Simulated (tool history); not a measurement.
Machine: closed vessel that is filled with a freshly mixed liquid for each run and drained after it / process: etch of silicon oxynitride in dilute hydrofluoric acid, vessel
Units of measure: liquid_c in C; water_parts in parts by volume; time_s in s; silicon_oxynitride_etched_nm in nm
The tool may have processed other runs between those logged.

{"run": 1, "hour": 0.0, "liquid_c": 21, "water_parts": 70, "time_s": 235, "silicon_oxynitride_etched_nm": 11.899}
{"run": 2, "hour": 8.8, "liquid_c": 22, "water_parts": 65, "time_s": 235, "silicon_oxynitride_etched_nm": 13.656}
{"run": 3, "hour": 17.9, "liquid_c": 22, "water_parts": 65, "time_s": 235, "silicon_oxynitride_etched_nm": 13.55}
{"run": 4, "hour": 21.7, "liquid_c": 24, "water_parts": 65, "time_s": 235, "silicon_oxynitride_etched_nm": 15.11}
{"run": 5, "hour": 24.1, "liquid_c": 24, "water_parts": 50, "time_s": 235, "silicon_oxynitride_etched_nm": 20.189}
{"run": 6, "hour": 24.9, "liquid_c": 24, "water_parts": 50, "time_s": 235, "silicon_oxynitride_etched_nm": 19.951}
{"run": 7, "hour": 31.9, "liquid_c": 24.5, "water_parts": 50, "time_s": 235, "silicon_oxynitride_etched_nm": 20.001}
{"run": 8, "hour": 36.1, "liquid_c": 25, "water_parts": 50, "time_s": 235, "silicon_oxynitride_etched_nm": 20.394}
{"run": 9, "hour": 40.6, "liquid_c": 25, "water_parts": 50, "time_s": 235, "silicon_oxynitride_etched_nm": 20.856}
{"run": 10, "hour": 43.1, "liquid_c": 25.5, "water_parts": 50, "time_s": 235, "silicon_oxynitride_etched_nm": 21.283}
{"run": 11, "hour": 50.3, "liquid_c": 26, "water_parts": 50, "time_s": 235, "silicon_oxynitride_etched_nm": 21.936}
{"run": 12, "hour": 57.0, "liquid_c": 26.5, "water_parts": 50, "time_s": 235, "silicon_oxynitride_etched_nm": 22.635}

Run 13 comes next. What will it give?
{"run": 13, "hour": 62.0, "liquid_c": 27, "water_parts": 50, "time_s": 235, "silicon_oxynitride_etched_nm": "?"}

silicon_oxynitride_etched_nm: 22.979 nm

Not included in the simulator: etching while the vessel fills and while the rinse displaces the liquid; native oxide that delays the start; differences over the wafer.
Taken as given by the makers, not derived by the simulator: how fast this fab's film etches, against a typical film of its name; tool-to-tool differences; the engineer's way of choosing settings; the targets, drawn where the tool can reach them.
